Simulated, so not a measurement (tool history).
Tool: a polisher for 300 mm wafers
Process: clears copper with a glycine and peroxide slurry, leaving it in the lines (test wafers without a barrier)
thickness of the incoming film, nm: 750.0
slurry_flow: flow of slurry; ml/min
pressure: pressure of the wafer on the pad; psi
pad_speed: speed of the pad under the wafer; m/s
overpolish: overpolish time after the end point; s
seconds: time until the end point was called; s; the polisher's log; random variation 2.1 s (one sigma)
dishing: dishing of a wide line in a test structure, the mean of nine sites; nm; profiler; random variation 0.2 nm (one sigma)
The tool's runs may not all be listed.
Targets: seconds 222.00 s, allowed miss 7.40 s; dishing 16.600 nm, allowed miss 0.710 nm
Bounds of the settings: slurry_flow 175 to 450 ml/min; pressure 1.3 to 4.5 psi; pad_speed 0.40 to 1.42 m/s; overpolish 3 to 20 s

run	hour	slurry_flow	pressure	pad_speed	overpolish	seconds	dishing
1	0.0	290	2.9	0.90	10	138.81	36.543
2	6.4	290	2.6	0.86	9	156.60	29.059
3	13.0	290	2.2	0.86	9	175.66	25.461
4	17.4	335	2.2	0.86	9	176.27	26.646
5	18.1	335	2.2	1.02	9	153.59	29.893
6	23.3	330	2.0	0.98	8	168.05	24.770
7	30.2	325	1.8	0.96	8	185.61	22.159
8	39.1	310	1.7	0.96	8	193.68	21.248
9	44.0	295	1.6	0.96	8	200.83	20.822
10	51.8	300	1.3	0.92	6	238.54	13.206
11	52.4	305	1.3	0.92	6	241.45	13.587
12	53.7	310	1.3	0.92	6	236.70	13.577

4 next moves are on the table. One of them brings every result within its allowed miss. Which?
A	55.0	335	1.7	0.92	7	?	?
B	55.0	305	1.3	1.00	8	?	?
C	55.0	300	1.4	0.94	7	?	?
D	55.0	315	1.3	1.00	6	?	?

move	seconds	dishing
A	199.54	18.643
B	225.12	18.791
C	224.78	16.602
D	224.54	14.318
A: takes the result that was furthest off past its target
B: takes the result that was furthest off past its target
C: meets every target
D: nearer than the last run, and not there yet
The right move is C.
